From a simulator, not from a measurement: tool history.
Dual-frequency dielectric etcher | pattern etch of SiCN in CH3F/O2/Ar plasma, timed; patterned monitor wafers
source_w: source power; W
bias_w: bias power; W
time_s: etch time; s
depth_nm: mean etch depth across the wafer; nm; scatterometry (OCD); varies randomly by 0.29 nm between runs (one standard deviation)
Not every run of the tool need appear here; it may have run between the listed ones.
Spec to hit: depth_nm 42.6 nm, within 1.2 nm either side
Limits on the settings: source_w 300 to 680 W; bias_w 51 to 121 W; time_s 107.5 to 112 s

Run 1, day 0: source_w 490 W, bias_w 86 W, time_s 107.5 s. Result: depth_nm 49.469 nm.
Run 2, day 0.054: source_w 490 W, bias_w 86 W, time_s 112 s. Result: depth_nm 51.568 nm.
Run 3, day 0.258: source_w 490 W, bias_w 72 W, time_s 112 s. Result: depth_nm 49.527 nm.
Run 4, day 0.396: source_w 460 W, bias_w 69 W, time_s 111.5 s. Result: depth_nm 47.535 nm.
Run 5, day 0.462: source_w 440 W, bias_w 67 W, time_s 111.5 s. Result: depth_nm 46.741 nm.
Run 6, day 0.767: source_w 400 W, bias_w 67 W, time_s 111.5 s. Result: depth_nm 45.699 nm.
Run 7, day 1.129: source_w 390 W, bias_w 65 W, time_s 111.5 s. Result: depth_nm 44.534 nm.
Run 8, day 1.45: source_w 380 W, bias_w 64 W, time_s 111.5 s. Result: depth_nm 44.036 nm.

Exactly one of the 5 candidate moves below puts every result within its allowed miss. Which one?
Run A, day 1.771: source_w 300 W, bias_w 62 W, time_s 107.5 s. Result: depth_nm ?.
Run B, day 1.771: source_w 380 W, bias_w 62 W, time_s 109.5 s. Result: depth_nm ?.
Run C, day 1.771: source_w 460 W, bias_w 68 W, time_s 107.5 s. Result: depth_nm ?.
Run D, day 1.771: source_w 330 W, bias_w 61 W, time_s 108.5 s. Result: depth_nm ?.
Run E, day 1.771: source_w 310 W, bias_w 58 W, time_s 111 s. Result: depth_nm ?.

move  depth_nm
   A    38.248
   B    42.311
   C    45.166
   D    39.791
   E      39.5
A: takes the biggest miss from the last run beyond its target
B: all results in spec
C: further off than the last run
D: takes the biggest miss from the last run beyond its target
E: takes the biggest miss from the last run beyond its target
The move that meets every target is B.
